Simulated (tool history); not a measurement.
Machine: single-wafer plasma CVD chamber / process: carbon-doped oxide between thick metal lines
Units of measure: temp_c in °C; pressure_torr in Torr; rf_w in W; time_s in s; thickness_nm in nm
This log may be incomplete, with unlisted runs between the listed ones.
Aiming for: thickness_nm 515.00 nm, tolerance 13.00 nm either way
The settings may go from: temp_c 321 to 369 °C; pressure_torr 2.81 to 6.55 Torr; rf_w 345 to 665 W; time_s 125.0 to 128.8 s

| run | hour | temp_c | pressure_torr | rf_w | time_s | thickness_nm |
|---|---|---|---|---|---|---|
| 1 | 0.0 | 345 | 4.68 | 505 | 125.0 | 634.12 |
| 2 | 6.1 | 345 | 4.68 | 545 | 125.0 | 657.50 |
| 3 | 11.0 | 345 | 4.68 | 605 | 125.0 | 696.07 |
| 4 | 15.8 | 349 | 4.36 | 550 | 125.0 | 648.76 |
| 5 | 23.5 | 352 | 4.14 | 505 | 125.0 | 609.17 |
| 6 | 24.1 | 352 | 4.14 | 440 | 125.0 | 566.83 |
| 7 | 29.5 | 353 | 3.98 | 425 | 125.0 | 549.45 |
| 8 | 31.8 | 354 | 3.84 | 420 | 125.0 | 538.43 |

Exercise: of the 5 proposed moves below, exactly one satisfies all targets within the stated allowed misses. Which move is it?
| A | 34.1 | 352 | 3.82 | 420 | 128.8 | ? |
| B | 34.1 | 352 | 3.98 | 445 | 128.8 | ? |
| C | 34.1 | 357 | 4.16 | 455 | 128.0 | ? |
| D | 34.1 | 355 | 4.61 | 405 | 128.8 | ? |
| E | 34.1 | 352 | 4.13 | 360 | 127.4 | ? |

| move | thickness_nm |
|---|---|
| A | 556.97 |
| B | 580.91 |
| C | 582.80 |
| D | 562.16 |
| E | 510.64 |
A: lands further from the targets than the last run did
B: lands further from the targets than the last run did
C: lands further from the targets than the last run did
D: lands further from the targets than the last run did
E: all results in spec
So the answer is move E, the one that meets all the targets.
